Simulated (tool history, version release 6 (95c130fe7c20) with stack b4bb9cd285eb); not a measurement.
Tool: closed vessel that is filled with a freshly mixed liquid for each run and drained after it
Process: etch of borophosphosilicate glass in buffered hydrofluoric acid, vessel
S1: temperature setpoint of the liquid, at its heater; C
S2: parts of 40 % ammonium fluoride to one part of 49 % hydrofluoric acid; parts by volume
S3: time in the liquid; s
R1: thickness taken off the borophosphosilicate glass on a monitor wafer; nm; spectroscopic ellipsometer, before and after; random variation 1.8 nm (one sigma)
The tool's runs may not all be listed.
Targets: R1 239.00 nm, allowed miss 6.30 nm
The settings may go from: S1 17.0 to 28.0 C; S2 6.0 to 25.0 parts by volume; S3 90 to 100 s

run,day,S1,S2,S3,R1
1,0.000,20.0,15.5,90,135.95
2,0.183,22.5,15.5,90,156.30
3,0.542,22.5,15.5,100,171.86
4,0.888,20.5,15.5,100,152.17
5,0.988,20.5,15.5,90,137.09
6,1.067,20.5,13.5,90,160.46
7,1.171,22.0,13.5,90,173.96
8,1.408,23.0,13.5,90,183.39
9,1.429,24.0,13.5,90,193.82
10,1.458,24.5,13.5,90,197.88
11,1.654,25.0,13.5,90,204.36
12,1.925,25.5,13.5,90,209.09
13,1.992,25.5,13.5,90,208.17

4 next moves are on the table. One of them brings every result within its allowed miss. Which?
A,2.058,23.0,11.5,100,?
B,2.058,25.5,14.0,100,?
C,2.058,26.5,14.0,90,?
D,2.058,26.0,15.0,90,?

move,R1
A,240.10
B,226.38
C,214.92
D,195.51
A: meets every target
B: nearer than the last run, and not there yet
C: nearer than the last run, and not there yet
D: further off than the last run
Answer: A
